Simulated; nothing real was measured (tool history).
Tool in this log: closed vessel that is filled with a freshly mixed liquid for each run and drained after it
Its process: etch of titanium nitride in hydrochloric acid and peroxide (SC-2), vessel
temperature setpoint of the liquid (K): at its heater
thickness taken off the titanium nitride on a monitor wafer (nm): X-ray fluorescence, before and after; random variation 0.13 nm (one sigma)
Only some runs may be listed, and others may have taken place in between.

run	hour	temperature setpoint of the liquid (K)	parts of water to one part each of 37 % hydrochloric acid and 30 % peroxide (parts by volume)	time in the liquid (s)	thickness taken off the titanium nitride on a monitor wafer (nm)
1	0	325.15	8.5	505	19.887
2	2	326.15	8.5	505	21.361
3	10.9	327.15	8.5	505	22.621
4	12.9	327.15	7.5	505	24.981
5	17.6	334.15	7.5	505	39.32
6	24.7	333.15	7.5	505	36.636

The next listed run, before its measurement:
7	28.3	333.15	7.5	505	?

Run 7 produced thickness taken off the titanium nitride on a monitor wafer (nm) 36.665.
